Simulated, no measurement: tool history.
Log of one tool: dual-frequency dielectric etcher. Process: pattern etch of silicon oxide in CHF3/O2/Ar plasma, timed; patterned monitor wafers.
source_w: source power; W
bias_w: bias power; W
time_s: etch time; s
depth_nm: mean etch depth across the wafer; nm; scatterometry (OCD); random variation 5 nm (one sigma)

| run | hour | source_w | bias_w | time_s | depth_nm |
|---|---|---|---|---|---|
| 1 | 0.0 | 530 | 178 | 317.5 | 600.64 |
| 2 | 3.5 | 600 | 178 | 317.5 | 641.59 |
| 3 | 9.6 | 640 | 189 | 317.5 | 681.41 |
| 4 | 17.9 | 640 | 189 | 289.5 | 624.33 |
| 5 | 21.4 | 640 | 189 | 317.5 | 685.29 |
| 6 | 30.2 | 640 | 219 | 317.5 | 737.63 |
| 7 | 38.8 | 660 | 220 | 317.5 | 746.26 |

Forecast run 8:
| 8 | 44.4 | 730 | 228 | 317.5 | ? |

Run 8 gave depth_nm 804.30 nm.
